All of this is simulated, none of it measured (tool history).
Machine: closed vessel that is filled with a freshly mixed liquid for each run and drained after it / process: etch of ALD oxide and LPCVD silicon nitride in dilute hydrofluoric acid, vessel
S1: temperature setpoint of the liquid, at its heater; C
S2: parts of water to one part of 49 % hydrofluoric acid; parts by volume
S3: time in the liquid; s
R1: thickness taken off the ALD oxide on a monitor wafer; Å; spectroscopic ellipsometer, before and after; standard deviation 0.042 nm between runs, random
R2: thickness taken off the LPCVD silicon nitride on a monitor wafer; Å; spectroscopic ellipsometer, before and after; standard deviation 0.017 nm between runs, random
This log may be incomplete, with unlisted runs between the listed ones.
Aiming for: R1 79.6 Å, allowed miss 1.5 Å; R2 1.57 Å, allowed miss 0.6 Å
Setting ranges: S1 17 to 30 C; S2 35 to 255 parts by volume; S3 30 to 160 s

{"run": 1, "hour": 0.0, "S1": 22, "S2": 145, "S3": 80, "R1": 111.62, "R2": 2.2853}
{"run": 2, "hour": 4.5, "S1": 19, "S2": 145, "S3": 80, "R1": 99.104, "R2": 1.7962}
{"run": 3, "hour": 13.2, "S1": 18.5, "S2": 150, "S3": 80, "R1": 94.072, "R2": 1.4801}
{"run": 4, "hour": 17.7, "S1": 18.5, "S2": 155, "S3": 80, "R1": 90.602, "R2": 1.8011}
{"run": 5, "hour": 20.1, "S1": 18.5, "S2": 200, "S3": 80, "R1": 67.65, "R2": 1.2269}
{"run": 6, "hour": 21.0, "S1": 18.5, "S2": 200, "S3": 45, "R1": 38.151, "R2": 0.7028}
{"run": 7, "hour": 23.1, "S1": 21, "S2": 190, "S3": 45, "R1": 44.349, "R2": 0.89769}
{"run": 8, "hour": 24.8, "S1": 23, "S2": 180, "S3": 45, "R1": 50.902, "R2": 1.1798}
{"run": 9, "hour": 31.7, "S1": 24, "S2": 170, "S3": 45, "R1": 56.857, "R2": 1.2756}
{"run": 10, "hour": 35.3, "S1": 24, "S2": 170, "S3": 45, "R1": 57.647, "R2": 1.1305}
{"run": 11, "hour": 43.9, "S1": 25.5, "S2": 165, "S3": 45, "R1": 62.331, "R2": 1.232}
{"run": 12, "hour": 50.1, "S1": 25.5, "S2": 165, "S3": 45, "R1": 62.044, "R2": 1.3532}

4 next moves are on the table. One of them brings every result within its allowed miss. Which?
{"run": "A", "hour": 56.3, "S1": 28.5, "S2": 215, "S3": 65, "R1": "?", "R2": "?"}
{"run": "B", "hour": 56.3, "S1": 30, "S2": 235, "S3": 80, "R1": "?", "R2": "?"}
{"run": "C", "hour": 56.3, "S1": 23.5, "S2": 125, "S3": 45, "R1": "?", "R2": "?"}
{"run": "D", "hour": 56.3, "S1": 28.5, "S2": 205, "S3": 60, "R1": "?", "R2": "?"}

move=A R1=73.014 R2=1.9842
move=B R1=84.721 R2=2.4412
move=C R1=79.609 R2=1.7198
move=D R1=71.47 R2=1.922
A: nearer the targets than the last run, but a result is still out of spec
B: pushes the last run's worst result past its target
C: every result lands within tolerance
D: nearer the targets than the last run, but a result is still out of spec
Answer: C
